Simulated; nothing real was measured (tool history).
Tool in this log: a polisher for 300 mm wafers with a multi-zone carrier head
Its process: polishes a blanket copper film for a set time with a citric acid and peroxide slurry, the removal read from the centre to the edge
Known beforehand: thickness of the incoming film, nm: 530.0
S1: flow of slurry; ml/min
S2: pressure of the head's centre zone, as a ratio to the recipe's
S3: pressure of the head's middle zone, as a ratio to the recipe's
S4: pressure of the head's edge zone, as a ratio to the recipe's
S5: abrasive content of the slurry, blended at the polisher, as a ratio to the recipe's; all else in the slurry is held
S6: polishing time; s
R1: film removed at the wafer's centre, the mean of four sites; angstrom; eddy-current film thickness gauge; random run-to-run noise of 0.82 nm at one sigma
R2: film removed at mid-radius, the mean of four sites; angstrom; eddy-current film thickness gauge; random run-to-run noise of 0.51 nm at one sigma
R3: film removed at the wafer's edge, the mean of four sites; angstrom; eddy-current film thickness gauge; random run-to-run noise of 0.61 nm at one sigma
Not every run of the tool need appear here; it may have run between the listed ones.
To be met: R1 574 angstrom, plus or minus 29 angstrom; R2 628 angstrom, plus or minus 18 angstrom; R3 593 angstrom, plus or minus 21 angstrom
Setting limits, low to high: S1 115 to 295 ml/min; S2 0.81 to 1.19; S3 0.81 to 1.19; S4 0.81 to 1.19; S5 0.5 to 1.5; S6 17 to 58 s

| run | hour | S1 | S2 | S3 | S4 | S5 | S6 | R1 | R2 | R3 |
|---|---|---|---|---|---|---|---|---|---|---|
| 1 | 0 | 190 | 1 | 1 | 1 | 1 | 37 | 894.3 | 897.31 | 872.61 |
| 2 | 3.9 | 185 | 0.97 | 0.99 | 0.97 | 0.85 | 35 | 802.33 | 823.9 | 798.61 |
| 3 | 9.9 | 185 | 0.97 | 0.99 | 0.97 | 0.95 | 35 | 790.62 | 836.57 | 806.74 |
| 4 | 13.6 | 180 | 0.96 | 0.98 | 0.94 | 0.85 | 33 | 749.42 | 771.69 | 746.89 |
| 5 | 17.1 | 180 | 0.94 | 0.98 | 0.92 | 0.75 | 31 | 666.38 | 711.69 | 679.32 |
| 6 | 24.2 | 175 | 0.93 | 0.97 | 0.9 | 0.7 | 31 | 637.46 | 683.65 | 665.6 |
| 7 | 32.2 | 175 | 0.93 | 0.97 | 0.9 | 0.7 | 31 | 656.2 | 694.43 | 669.45 |
| 8 | 34.4 | 170 | 0.92 | 0.97 | 0.88 | 0.65 | 31 | 631.86 | 679.75 | 657.99 |

Exactly one of the 4 candidate moves below puts every result within its allowed miss. Which one?
| A | 36.6 | 145 | 1.04 | 1.06 | 0.84 | 0.6 | 29 | ? | ? | ? |
| B | 36.6 | 150 | 0.87 | 0.92 | 0.93 | 0.55 | 31 | ? | ? | ? |
| C | 36.6 | 125 | 0.96 | 1.04 | 0.94 | 0.55 | 29 | ? | ? | ? |
| D | 36.6 | 140 | 0.96 | 0.92 | 0.84 | 0.6 | 31 | ? | ? | ? |

| move | R1 | R2 | R3 |
|---|---|---|---|
| A | 661.64 | 663.89 | 593.35 |
| B | 587.64 | 627.12 | 649.92 |
| C | 585.4 | 629.11 | 594.88 |
| D | 647.31 | 626.26 | 632.68 |
A: gets the furthest-off result to its target, but another result is out of tolerance
B: closes in on the targets versus the last run, not all within tolerance yet
C: hits every target within its allowed miss
D: closes in on the targets versus the last run, not all within tolerance yet
The right move is C.
